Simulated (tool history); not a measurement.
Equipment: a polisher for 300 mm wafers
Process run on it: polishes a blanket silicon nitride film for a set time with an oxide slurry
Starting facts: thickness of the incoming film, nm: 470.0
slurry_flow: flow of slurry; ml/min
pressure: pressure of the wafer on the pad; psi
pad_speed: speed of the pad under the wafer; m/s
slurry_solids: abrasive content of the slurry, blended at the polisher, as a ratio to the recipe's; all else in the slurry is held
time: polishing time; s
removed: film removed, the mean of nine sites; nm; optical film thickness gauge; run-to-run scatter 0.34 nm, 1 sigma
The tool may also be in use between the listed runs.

| run | hour | slurry_flow | pressure | pad_speed | slurry_solids | time | removed |
|---|---|---|---|---|---|---|---|
| 1 | 0.0 | 260 | 3.9 | 1.04 | 1.0 | 59 | 36.396 |
| 2 | 0.7 | 260 | 3.8 | 1.04 | 1.0 | 59 | 34.874 |
| 3 | 7.7 | 225 | 3.8 | 1.04 | 1.0 | 59 | 33.968 |
| 4 | 9.0 | 225 | 3.8 | 1.04 | 1.1 | 59 | 36.006 |
| 5 | 9.6 | 225 | 3.8 | 1.04 | 1.1 | 59 | 36.363 |
| 6 | 12.3 | 225 | 3.8 | 1.04 | 1.3 | 59 | 38.859 |
| 7 | 17.3 | 225 | 3.8 | 1.04 | 1.3 | 59 | 38.780 |
| 8 | 22.2 | 225 | 3.6 | 1.04 | 1.3 | 59 | 36.058 |
| 9 | 23.8 | 225 | 3.5 | 1.04 | 1.3 | 59 | 35.671 |
| 10 | 27.5 | 225 | 3.4 | 1.04 | 1.3 | 59 | 34.700 |
| 11 | 33.5 | 225 | 3.3 | 1.04 | 1.3 | 59 | 33.764 |
| 12 | 41.0 | 225 | 3.2 | 1.04 | 1.3 | 59 | 32.138 |
| 13 | 45.3 | 225 | 3.1 | 1.04 | 1.3 | 59 | 31.449 |
| 14 | 48.2 | 225 | 3.0 | 1.04 | 1.3 | 59 | 30.091 |
| 15 | 48.8 | 225 | 2.9 | 1.04 | 1.3 | 59 | 30.230 |
| 16 | 50.7 | 225 | 2.8 | 1.04 | 1.3 | 59 | 28.363 |
| 17 | 52.4 | 225 | 2.8 | 1.04 | 1.3 | 59 | 29.323 |

Forecast run 18:
| 18 | 55.1 | 225 | 2.7 | 1.04 | 1.3 | 59 | ? |

{"run 18": {"removed": 27.65}}
